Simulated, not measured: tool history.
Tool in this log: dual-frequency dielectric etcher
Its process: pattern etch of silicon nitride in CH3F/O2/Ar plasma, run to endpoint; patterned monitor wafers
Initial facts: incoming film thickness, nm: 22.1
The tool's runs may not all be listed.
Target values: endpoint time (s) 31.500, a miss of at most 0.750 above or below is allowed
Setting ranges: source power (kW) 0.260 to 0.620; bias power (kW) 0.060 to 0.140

{"run": 1, "hour": 0.0, "source power (kW)": 0.44, "bias power (kW)": 0.1, "endpoint time (s)": 26.973}
{"run": 2, "hour": 8.9, "source power (kW)": 0.39, "bias power (kW)": 0.1, "endpoint time (s)": 27.643}
{"run": 3, "hour": 10.5, "source power (kW)": 0.36, "bias power (kW)": 0.1, "endpoint time (s)": 28.516}
{"run": 4, "hour": 18.0, "source power (kW)": 0.41, "bias power (kW)": 0.1, "endpoint time (s)": 27.235}
{"run": 5, "hour": 21.1, "source power (kW)": 0.34, "bias power (kW)": 0.1, "endpoint time (s)": 28.876}
{"run": 6, "hour": 22.3, "source power (kW)": 0.34, "bias power (kW)": 0.11, "endpoint time (s)": 27.107}
{"run": 7, "hour": 29.2, "source power (kW)": 0.33, "bias power (kW)": 0.107, "endpoint time (s)": 27.618}
{"run": 8, "hour": 36.0, "source power (kW)": 0.32, "bias power (kW)": 0.104, "endpoint time (s)": 28.466}
{"run": 9, "hour": 37.8, "source power (kW)": 0.31, "bias power (kW)": 0.102, "endpoint time (s)": 28.871}
{"run": 10, "hour": 44.8, "source power (kW)": 0.3, "bias power (kW)": 0.1, "endpoint time (s)": 29.905}
{"run": 11, "hour": 53.0, "source power (kW)": 0.29, "bias power (kW)": 0.099, "endpoint time (s)": 30.015}
{"run": 12, "hour": 58.6, "source power (kW)": 0.29, "bias power (kW)": 0.099, "endpoint time (s)": 29.903}
{"run": 13, "hour": 63.2, "source power (kW)": 0.29, "bias power (kW)": 0.098, "endpoint time (s)": 29.904}
{"run": 14, "hour": 67.9, "source power (kW)": 0.29, "bias power (kW)": 0.097, "endpoint time (s)": 30.697}

4 candidate next runs follow, results not yet known. Just one meets every target within its allowed miss. Identify it.
{"run": "A", "hour": 72.6, "source power (kW)": 0.26, "bias power (kW)": 0.087, "endpoint time (s)": "?"}
{"run": "B", "hour": 72.6, "source power (kW)": 0.37, "bias power (kW)": 0.083, "endpoint time (s)": "?"}
{"run": "C", "hour": 72.6, "source power (kW)": 0.27, "bias power (kW)": 0.085, "endpoint time (s)": "?"}
{"run": "D", "hour": 72.6, "source power (kW)": 0.27, "bias power (kW)": 0.083, "endpoint time (s)": "?"}

move=A endpoint_time_(s)=32.946
move=B endpoint_time_(s)=30.986
move=C endpoint_time_(s)=33.106
move=D endpoint_time_(s)=33.584
A: pushes the last run's worst result past its target
B: hits every target within its allowed miss
C: pushes the last run's worst result past its target
D: pushes the last run's worst result past its target
The right move is B.

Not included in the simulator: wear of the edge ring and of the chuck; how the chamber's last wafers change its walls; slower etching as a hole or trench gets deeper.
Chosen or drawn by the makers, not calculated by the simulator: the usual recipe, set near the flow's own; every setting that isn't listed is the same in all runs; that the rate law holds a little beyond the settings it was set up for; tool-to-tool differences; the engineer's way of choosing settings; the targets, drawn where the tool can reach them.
